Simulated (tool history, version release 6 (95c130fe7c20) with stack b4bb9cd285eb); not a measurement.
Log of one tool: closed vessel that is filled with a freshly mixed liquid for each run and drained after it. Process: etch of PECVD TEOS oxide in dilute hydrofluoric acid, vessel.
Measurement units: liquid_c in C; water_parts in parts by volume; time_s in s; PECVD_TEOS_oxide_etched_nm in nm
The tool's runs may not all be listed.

run  hour  liquid_c  water_parts  time_s  PECVD_TEOS_oxide_etched_nm
  1     0        25          105     265                      43.754
  2   1.2      23.5          110     265                      39.434
  3   3.8      22.5          115     265                      35.555
  4   5.7      22.5          115     265                      35.418
  5    14      21.5          115     265                      35.024
  6  22.2      21.5          115     265                       34.67
  7  25.9      20.5          120     265                       32.17
  8  29.9        20          125     265                      30.001

The next listed run, before its measurement:
  9  36.3      19.5          125     265                           ?

{"run 9": {"PECVD_TEOS_oxide_etched_nm": 29.092}}
